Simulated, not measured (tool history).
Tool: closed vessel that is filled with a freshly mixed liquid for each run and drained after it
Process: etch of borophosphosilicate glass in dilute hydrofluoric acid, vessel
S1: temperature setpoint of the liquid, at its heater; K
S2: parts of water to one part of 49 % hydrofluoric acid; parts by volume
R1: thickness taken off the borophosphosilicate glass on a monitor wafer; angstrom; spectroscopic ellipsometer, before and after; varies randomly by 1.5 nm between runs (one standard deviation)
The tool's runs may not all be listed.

{"run": 1, "hour": 0.0, "S1": 299.15, "S2": 250, "time in the liquid (s)": 410, "R1": 985.15}
{"run": 2, "hour": 3.1, "S1": 300.65, "S2": 240, "time in the liquid (s)": 410, "R1": 1110.6}
{"run": 3, "hour": 5.8, "S1": 302.15, "S2": 235, "time in the liquid (s)": 410, "R1": 1173.9}
{"run": 4, "hour": 6.9, "S1": 305.15, "S2": 235, "time in the liquid (s)": 410, "R1": 1301.7}
{"run": 5, "hour": 14.0, "S1": 307.15, "S2": 235, "time in the liquid (s)": 410, "R1": 1388.1}
{"run": 6, "hour": 22.1, "S1": 307.15, "S2": 320, "time in the liquid (s)": 410, "R1": 915.83}
{"run": 7, "hour": 23.3, "S1": 307.15, "S2": 320, "time in the liquid (s)": 410, "R1": 930.62}

What will run 8 give?
{"run": 8, "hour": 26.7, "S1": 307.15, "S2": 295, "time in the liquid (s)": 410, "R1": "?"}

Run 8 measured R1 1044.80 angstrom.
